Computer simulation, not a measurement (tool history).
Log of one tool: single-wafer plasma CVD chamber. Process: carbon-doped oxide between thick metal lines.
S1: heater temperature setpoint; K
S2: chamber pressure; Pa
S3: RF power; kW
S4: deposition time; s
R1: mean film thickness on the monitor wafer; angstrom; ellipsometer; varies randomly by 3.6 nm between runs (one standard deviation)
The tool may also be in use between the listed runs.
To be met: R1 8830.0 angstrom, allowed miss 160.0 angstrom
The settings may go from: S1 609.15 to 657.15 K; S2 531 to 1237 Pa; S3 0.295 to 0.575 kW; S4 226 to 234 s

run 1 hour=0.0 | S1=633.15 S2=884 S3=0.435 S4=226 | R1=10255.0
run 2 hour=2.7 | S1=638.15 S2=884 S3=0.435 S4=226 | R1=10188.0
run 3 hour=4.9 | S1=638.15 S2=871 S3=0.425 S4=226 | R1=10089.0
run 4 hour=11.1 | S1=638.15 S2=871 S3=0.425 S4=234 | R1=10380.0
run 5 hour=18.4 | S1=644.15 S2=871 S3=0.425 S4=234 | R1=10213.0
run 6 hour=19.9 | S1=645.15 S2=863 S3=0.415 S4=234 | R1=10061.0
run 7 hour=27.3 | S1=646.15 S2=856 S3=0.405 S4=234 | R1=9856.7
run 8 hour=31.9 | S1=647.15 S2=849 S3=0.395 S4=234 | R1=9624.1
run 9 hour=39.9 | S1=647.15 S2=840 S3=0.390 S4=234 | R1=9564.2
run 10 hour=44.8 | S1=647.15 S2=832 S3=0.385 S4=234 | R1=9419.4
run 11 hour=49.3 | S1=647.15 S2=832 S3=0.385 S4=234 | R1=9559.4
run 12 hour=57.3 | S1=651.15 S2=759 S3=0.340 S4=233 | R1=8562.8
run 13 hour=65.6 | S1=650.15 S2=767 S3=0.340 S4=233 | R1=8530.5
run 14 hour=69.9 | S1=650.15 S2=777 S3=0.340 S4=233 | R1=8531.3
run 15 hour=76.4 | S1=650.15 S2=785 S3=0.340 S4=233 | R1=8517.2

Which one of the following 5 next-run settings gets every result inside its allowed miss? There is exactly one.
run A hour=82.9 | S1=657.15 S2=857 S3=0.350 S4=226 | R1=?
run B hour=82.9 | S1=644.15 S2=765 S3=0.315 S4=226 | R1=?
run C hour=82.9 | S1=650.15 S2=756 S3=0.325 S4=226 | R1=?
run D hour=82.9 | S1=639.15 S2=549 S3=0.350 S4=231 | R1=?
run E hour=82.9 | S1=649.15 S2=844 S3=0.370 S4=226 | R1=?

move=A R1=8402.7
move=B R1=7879.7
move=C R1=7960.4
move=D R1=8444.0
move=E R1=8863.8
A: the biggest miss grows against the last run
B: the biggest miss grows against the last run
C: the biggest miss grows against the last run
D: the biggest miss grows against the last run
E: each result inside its tolerance
E is the move that brings every result within its allowed miss.

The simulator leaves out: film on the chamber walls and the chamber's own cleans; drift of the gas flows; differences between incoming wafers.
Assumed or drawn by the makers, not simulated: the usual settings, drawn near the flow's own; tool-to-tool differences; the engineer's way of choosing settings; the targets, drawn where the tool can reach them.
